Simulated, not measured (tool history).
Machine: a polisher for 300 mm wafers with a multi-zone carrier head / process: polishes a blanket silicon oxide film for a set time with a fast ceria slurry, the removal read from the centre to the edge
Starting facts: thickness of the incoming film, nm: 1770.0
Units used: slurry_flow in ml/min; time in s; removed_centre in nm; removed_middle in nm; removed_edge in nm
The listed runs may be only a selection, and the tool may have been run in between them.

Run 1, hour 0.0: slurry_flow 280 ml/min, centre_zone 1.00, middle_zone 1.00, edge_zone 1.00, time 42 s. Result: removed_centre 672.60 nm, removed_middle 697.69 nm, removed_edge 694.53 nm.
Run 2, hour 1.4: slurry_flow 280 ml/min, centre_zone 1.00, middle_zone 1.00, edge_zone 1.06, time 42 s. Result: removed_centre 666.96 nm, removed_middle 683.12 nm, removed_edge 712.70 nm.
Run 3, hour 10.3: slurry_flow 280 ml/min, centre_zone 0.98, middle_zone 0.99, edge_zone 1.05, time 41 s. Result: removed_centre 643.91 nm, removed_middle 674.85 nm, removed_edge 688.87 nm.
Run 4, hour 18.3: slurry_flow 310 ml/min, centre_zone 0.98, middle_zone 0.99, edge_zone 1.05, time 41 s. Result: removed_centre 666.89 nm, removed_middle 689.81 nm, removed_edge 683.75 nm.
Run 5, hour 26.5: slurry_flow 300 ml/min, centre_zone 0.96, middle_zone 0.98, edge_zone 1.05, time 40 s. Result: removed_centre 627.34 nm, removed_middle 646.22 nm, removed_edge 678.80 nm.
Run 6, hour 28.2: slurry_flow 295 ml/min, centre_zone 0.95, middle_zone 0.98, edge_zone 1.04, time 39 s. Result: removed_centre 582.63 nm, removed_middle 644.76 nm, removed_edge 659.19 nm.
Run 7, hour 30.7: slurry_flow 290 ml/min, centre_zone 0.95, middle_zone 0.97, edge_zone 1.04, time 39 s. Result: removed_centre 591.54 nm, removed_middle 631.47 nm, removed_edge 669.71 nm.
Run 8, hour 33.7: slurry_flow 290 ml/min, centre_zone 0.95, middle_zone 0.97, edge_zone 1.04, time 39 s. Result: removed_centre 590.60 nm, removed_middle 624.65 nm, removed_edge 654.47 nm.
Run 9, hour 39.0: slurry_flow 285 ml/min, centre_zone 0.94, middle_zone 0.97, edge_zone 1.03, time 39 s. Result: removed_centre 591.81 nm, removed_middle 619.17 nm, removed_edge 659.40 nm.
Run 10, hour 46.7: slurry_flow 285 ml/min, centre_zone 0.93, middle_zone 0.97, edge_zone 1.03, time 39 s. Result: removed_centre 577.88 nm, removed_middle 638.46 nm, removed_edge 666.93 nm.

For run 11, what comes out?
Run 11, hour 54.5: slurry_flow 285 ml/min, centre_zone 0.93, middle_zone 0.97, edge_zone 1.03, time 38 s. Result: removed_centre ?, removed_middle ?, removed_edge ?.

removed_centre: 559.13 nm
removed_middle: 617.27 nm
removed_edge: 638.27 nm
